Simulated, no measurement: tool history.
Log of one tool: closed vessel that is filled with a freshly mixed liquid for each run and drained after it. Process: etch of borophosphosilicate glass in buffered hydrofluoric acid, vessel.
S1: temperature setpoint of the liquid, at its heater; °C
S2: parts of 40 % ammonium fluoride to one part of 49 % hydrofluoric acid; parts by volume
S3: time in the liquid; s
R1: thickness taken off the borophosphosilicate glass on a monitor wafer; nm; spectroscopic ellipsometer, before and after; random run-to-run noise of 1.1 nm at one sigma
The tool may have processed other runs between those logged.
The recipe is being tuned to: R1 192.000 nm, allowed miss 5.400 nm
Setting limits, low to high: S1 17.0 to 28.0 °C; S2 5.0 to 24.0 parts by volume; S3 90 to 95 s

run	hour	S1	S2	S3	R1
1	0.0	20.0	14.5	90	67.766
2	7.1	21.5	12.5	90	84.075
3	16.0	18.5	12.5	90	70.832
4	24.4	20.5	11.0	90	90.761
5	29.3	20.5	11.0	95	94.968
6	32.4	20.5	11.0	95	95.895
7	35.8	22.0	10.0	95	111.600
8	39.5	23.0	9.5	95	122.480
9	46.5	24.0	9.0	95	136.710
10	53.5	25.0	8.5	95	153.790
11	57.5	25.0	8.5	95	153.420
12	65.0	25.5	8.5	95	157.230
13	66.6	26.0	8.5	95	162.630
# hour 69.9: hydrofluoric acid flow meter replaced
14	69.9	26.5	8.5	95	156.100
15	73.9	27.0	8.0	95	171.080

Which of these 4 next moves meets every target?
A	77.9	27.5	6.5	90	?
B	77.9	28.0	7.0	95	?
C	77.9	26.5	7.0	95	?
D	77.9	26.5	7.5	95	?

move	R1
A	202.530
B	205.580
C	189.970
D	176.180
A: carries the result that was furthest off beyond its target, to the other side
B: carries the result that was furthest off beyond its target, to the other side
C: every result within its allowed miss
D: nearer the targets than the last run, but a result is still out of spec
Go with C: it meets all targets.
